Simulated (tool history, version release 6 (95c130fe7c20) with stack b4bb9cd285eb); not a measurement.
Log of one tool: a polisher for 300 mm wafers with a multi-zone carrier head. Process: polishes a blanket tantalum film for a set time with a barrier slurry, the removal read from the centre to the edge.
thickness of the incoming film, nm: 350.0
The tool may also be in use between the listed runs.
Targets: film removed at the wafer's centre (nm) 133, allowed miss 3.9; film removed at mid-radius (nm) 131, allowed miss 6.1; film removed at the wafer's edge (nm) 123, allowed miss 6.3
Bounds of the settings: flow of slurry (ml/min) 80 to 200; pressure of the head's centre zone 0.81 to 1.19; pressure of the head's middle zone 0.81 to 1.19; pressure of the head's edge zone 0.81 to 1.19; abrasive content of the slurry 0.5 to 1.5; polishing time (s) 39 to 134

run	hour	flow of slurry (ml/min)	pressure of the head's centre zone	pressure of the head's middle zone	pressure of the head's edge zone	abrasive content of the slurry	polishing time (s)	film removed at the wafer's centre (nm)	film removed at mid-radius (nm)	film removed at the wafer's edge (nm)
1	0	130	1	1	1	1	86	117.77	113.86	117.38
2	5.5	110	1	1	1	1	86	112.26	110.38	117.98
3	6.7	110	1	1	1	0.85	86	105.89	107.99	111.17
4	10.4	110	1	1	1	0.7	86	102.2	101.85	104.66
5	11	110	1	1.08	1	0.7	86	100.91	105.93	103.39
6	12	110	1	1.08	1	0.7	71	84.826	87.339	85.8
7	12.9	115	1.01	1.09	1	0.8	72	90.917	94.563	90.121
8	18.6	115	1.02	1.1	1.01	0.9	72	94.511	98.695	94.87
9	20.2	150	1.12	1.19	1.11	1.15	73	115.32	118.18	107.67
10	25.4	155	1.12	1.19	1.12	1.2	73	117.35	119.93	112.98
11	26	160	1.12	1.19	1.12	1.2	73	116.51	122.96	112.36
12	31.1	160	1.13	1.19	1.12	1.2	73	116.34	121.4	111.48

Which of these 4 next moves meets every target?
A	36.2	145	0.92	1.02	1.18	1.25	88	?	?	?
B	36.2	135	1.07	1.07	1.17	1.25	88	?	?	?
C	36.2	160	1.19	1.15	1.1	1.15	85	?	?	?
D	36.2	190	1.12	1.15	1.05	0.95	84	?	?	?

move	film removed at the wafer's centre (nm)	film removed at mid-radius (nm)	film removed at the wafer's edge (nm)
A	121.12	128.62	137.45
B	132.33	130.69	135.33
C	140.82	134.44	127.27
D	131.52	130.78	119.99
A: nearer than the last run, and not there yet
B: brings the result that was furthest off to its target, and leaves another outside
C: takes the result that was furthest off past its target
D: meets every target
Answer: D
